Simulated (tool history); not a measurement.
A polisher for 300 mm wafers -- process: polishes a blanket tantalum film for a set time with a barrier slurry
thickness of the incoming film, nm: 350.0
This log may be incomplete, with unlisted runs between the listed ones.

run	hour	flow of slurry (ml/min)	pressure of the wafer on the pad (kPa)	speed of the pad under the wafer (m/s)	abrasive content of the slurry	polishing time (s)	film removed (angstrom)
1	0	235	11	1.08	1	65	840.2
2	8.5	235	12.4	1.08	1	65	932.2
3	17.5	235	13.1	1.08	1	65	989.12
4	24.5	235	13.8	1.08	1	65	1038.9
5	33.1	235	14.5	1.08	1	65	1083.8
6	37.4	235	14.5	1.18	1	65	1183.4
7	45.7	235	15.2	1.18	1	65	1215.2

What will run 8 give?
8	48.7	235	15.9	1.18	1	65	?

{"run 8": {"film removed (angstrom)": 1282.5}}
